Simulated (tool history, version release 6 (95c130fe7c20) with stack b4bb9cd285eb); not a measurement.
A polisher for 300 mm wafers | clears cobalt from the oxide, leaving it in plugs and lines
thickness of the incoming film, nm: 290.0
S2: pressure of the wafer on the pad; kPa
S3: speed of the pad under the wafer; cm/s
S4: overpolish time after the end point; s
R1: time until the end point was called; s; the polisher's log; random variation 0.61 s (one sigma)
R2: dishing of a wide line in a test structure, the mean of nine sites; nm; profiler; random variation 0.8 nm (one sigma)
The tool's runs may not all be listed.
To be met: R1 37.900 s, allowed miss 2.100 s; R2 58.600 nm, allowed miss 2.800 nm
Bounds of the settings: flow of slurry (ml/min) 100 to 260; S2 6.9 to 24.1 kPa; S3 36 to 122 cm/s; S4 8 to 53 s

Run 1, hour 0.0: flow of slurry (ml/min) 165, S2 15.2 kPa, S3 78 cm/s, S4 27 s. Result: R1 77.326 s, R2 49.173 nm.
Run 2, hour 2.3: flow of slurry (ml/min) 165, S2 16.5 kPa, S3 80 cm/s, S4 26 s. Result: R1 67.712 s, R2 51.330 nm.
Run 3, hour 3.0: flow of slurry (ml/min) 165, S2 17.9 kPa, S3 80 cm/s, S4 25 s. Result: R1 66.733 s, R2 50.804 nm.
Run 4, hour 11.9: flow of slurry (ml/min) 165, S2 19.3 kPa, S3 84 cm/s, S4 24 s. Result: R1 60.607 s, R2 51.618 nm.
Run 5, hour 17.1: flow of slurry (ml/min) 165, S2 19.3 kPa, S3 84 cm/s, S4 16 s. Result: R1 62.643 s, R2 44.000 nm.
Run 6, hour 24.2: flow of slurry (ml/min) 165, S2 19.3 kPa, S3 84 cm/s, S4 8 s. Result: R1 60.799 s, R2 28.248 nm.
Run 7, hour 26.6: flow of slurry (ml/min) 165, S2 20.0 kPa, S3 90 cm/s, S4 10 s. Result: R1 55.489 s, R2 35.910 nm.
Run 8, hour 27.6: flow of slurry (ml/min) 165, S2 20.7 kPa, S3 94 cm/s, S4 11 s. Result: R1 49.254 s, R2 39.720 nm.
Run 9, hour 33.1: flow of slurry (ml/min) 165, S2 21.4 kPa, S3 96 cm/s, S4 12 s. Result: R1 48.360 s, R2 41.241 nm.
Run 10, hour 41.8: flow of slurry (ml/min) 165, S2 21.4 kPa, S3 98 cm/s, S4 13 s. Result: R1 47.735 s, R2 44.456 nm.
Run 11, hour 43.7: flow of slurry (ml/min) 165, S2 24.1 kPa, S3 106 cm/s, S4 24 s. Result: R1 40.991 s, R2 58.321 nm.

5 next moves are on the table. One of them brings every result within its allowed miss. Which?
Run A, hour 45.6: flow of slurry (ml/min) 140, S2 23.4 kPa, S3 120 cm/s, S4 23 s. Result: R1 ?, R2 ?.
Run B, hour 45.6: flow of slurry (ml/min) 165, S2 24.1 kPa, S3 100 cm/s, S4 29 s. Result: R1 ?, R2 ?.
Run C, hour 45.6: flow of slurry (ml/min) 155, S2 21.4 kPa, S3 108 cm/s, S4 26 s. Result: R1 ?, R2 ?.
Run D, hour 45.6: flow of slurry (ml/min) 175, S2 17.9 kPa, S3 110 cm/s, S4 40 s. Result: R1 ?, R2 ?.
Run E, hour 45.6: flow of slurry (ml/min) 145, S2 22.8 kPa, S3 104 cm/s, S4 27 s. Result: R1 ?, R2 ?.

move      R1      R2
   A  37.828  56.796
   B  42.860  57.821
   C  44.096  56.558
   D  48.255  59.184
   E  44.203  56.912
A: meets every target
B: further off than the last run
C: further off than the last run
D: further off than the last run
E: further off than the last run
Move A is the one to make.
